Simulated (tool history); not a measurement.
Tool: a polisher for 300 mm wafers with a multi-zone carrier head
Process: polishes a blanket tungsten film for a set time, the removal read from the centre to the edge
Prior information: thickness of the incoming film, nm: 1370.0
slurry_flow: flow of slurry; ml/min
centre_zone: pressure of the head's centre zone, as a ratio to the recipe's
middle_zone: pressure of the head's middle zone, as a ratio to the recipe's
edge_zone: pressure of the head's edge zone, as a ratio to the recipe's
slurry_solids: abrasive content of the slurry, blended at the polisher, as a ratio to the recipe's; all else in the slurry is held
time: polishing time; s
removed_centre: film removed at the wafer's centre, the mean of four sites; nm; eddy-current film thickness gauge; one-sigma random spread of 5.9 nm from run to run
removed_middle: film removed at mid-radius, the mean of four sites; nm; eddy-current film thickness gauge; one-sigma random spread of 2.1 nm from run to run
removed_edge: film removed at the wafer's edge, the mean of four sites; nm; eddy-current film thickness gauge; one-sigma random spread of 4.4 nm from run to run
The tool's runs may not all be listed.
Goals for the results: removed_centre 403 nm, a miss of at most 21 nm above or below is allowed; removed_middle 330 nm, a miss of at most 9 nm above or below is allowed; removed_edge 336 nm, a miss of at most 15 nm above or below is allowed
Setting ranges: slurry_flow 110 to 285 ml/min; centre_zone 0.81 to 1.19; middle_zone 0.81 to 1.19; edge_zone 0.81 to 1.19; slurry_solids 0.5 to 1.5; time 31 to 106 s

run  hour  slurry_flow  centre_zone  middle_zone  edge_zone  slurry_solids  time  removed_centre  removed_middle  removed_edge
  1     0          180            1            1          1              1    68          356.59          354.25        354.78
  2   7.2          180            1            1          1              1    58          294.78          301.34        304.37
  3   9.5          180            1            1          1              1    70          362.64          365.64        358.94
  4  17.5          215            1            1          1              1    70          375.51          368.09        365.49
  5  18.7          220         1.03         0.97       0.97           0.95    70          377.42          358.98        365.65
  6  19.8          220         1.03         1.03       0.97           0.95    70           387.3          378.69        362.13
  7  24.9          220         1.08            1       0.94            0.9    70          390.38          362.76        351.71
  8  29.4          215         1.11         0.98       0.92            0.9    70          395.25          359.38        342.57
     30.2  -- worn pad replaced by a new one
  9  30.2          210         1.13         0.95       0.92            0.9    70          462.44          384.63        387.02
 10  38.3          210         1.13         0.93       0.89            0.8    69          426.64          362.71        374.15
 11  40.5          165         1.19         0.92       0.81           0.75    65           421.9          322.39        317.56
 12  44.2          170         1.17         0.92       0.82           0.75    65          409.78          322.33        315.58

Below are 5 possible settings for the next run. Only one of them brings all results inside the allowed miss of their targets. Which is it?
  A  47.9          200         0.98         0.84       0.98            0.6    73               ?               ?             ?
  B  47.9          235         1.12          0.9       0.86           0.55    70               ?               ?             ?
  C  47.9          195         0.92         0.84       0.99            0.7    71               ?               ?             ?
  D  47.9          150         1.19         0.98       0.81            0.7    63               ?               ?             ?
  E  47.9          205         1.12         0.84       0.85            0.6    70               ?               ?             ?

move  removed_centre  removed_middle  removed_edge
   A          376.13          327.96        375.95
   B          411.91          332.17        336.85
   C           355.4          330.03        380.37
   D          390.53          320.56        299.23
   E          412.89          315.28        338.32
A: moves the result that the last run missed by most past its target, out the other side
B: each result inside its tolerance
C: moves the result that the last run missed by most past its target, out the other side
D: further off than the last run
E: puts the biggest miss on target and leaves a different result outside tolerance
The right move is B.

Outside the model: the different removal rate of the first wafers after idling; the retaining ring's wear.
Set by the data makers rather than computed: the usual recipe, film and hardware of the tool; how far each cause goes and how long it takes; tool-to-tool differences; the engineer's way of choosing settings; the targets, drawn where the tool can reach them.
